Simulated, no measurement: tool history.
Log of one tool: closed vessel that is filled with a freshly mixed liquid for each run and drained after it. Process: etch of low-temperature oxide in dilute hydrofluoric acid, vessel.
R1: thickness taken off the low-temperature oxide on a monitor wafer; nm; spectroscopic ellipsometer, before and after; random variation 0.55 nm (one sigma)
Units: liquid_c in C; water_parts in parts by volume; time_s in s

run 1 hour=0 | liquid_c=24 water_parts=40 time_s=85 | R1=42.286
run 2 hour=1.4 | liquid_c=23 water_parts=40 time_s=85 | R1=41.067
run 3 hour=2.2 | liquid_c=23 water_parts=30 time_s=85 | R1=55.316
run 4 hour=5.1 | liquid_c=23 water_parts=20 time_s=85 | R1=83.041
run 5 hour=10.8 | liquid_c=21.5 water_parts=20 time_s=85 | R1=78.022
run 6 hour=15.8 | liquid_c=21.5 water_parts=20 time_s=85 | R1=78.425
run 7 hour=24.7 | liquid_c=20.5 water_parts=20 time_s=85 | R1=74.568
run 8 hour=27.5 | liquid_c=19.5 water_parts=20 time_s=85 | R1=72.24
run 9 hour=32.1 | liquid_c=19 water_parts=20 time_s=85 | R1=70.33
run 10 hour=33.8 | liquid_c=19 water_parts=20 time_s=85 | R1=70.32
run 11 hour=41.1 | liquid_c=18.5 water_parts=20 time_s=85 | R1=69.077
run 12 hour=45.9 | liquid_c=18 water_parts=20 time_s=85 | R1=67.04
run 13 hour=50.6 | liquid_c=17 water_parts=20 time_s=85 | R1=63.776
run 14 hour=51.3 | liquid_c=17.5 water_parts=20 time_s=85 | R1=65.998
run 15 hour=57.6 | liquid_c=17 water_parts=20 time_s=85 | R1=64.475
run 16 hour=62.4 | liquid_c=17.5 water_parts=20 time_s=85 | R1=65.667
run 17 hour=71 | liquid_c=17 water_parts=20 time_s=85 | R1=64.504

Forecast run 18:
run 18 hour=78.9 | liquid_c=17 water_parts=20 time_s=85 | R1=?

R1: 63.662 nm
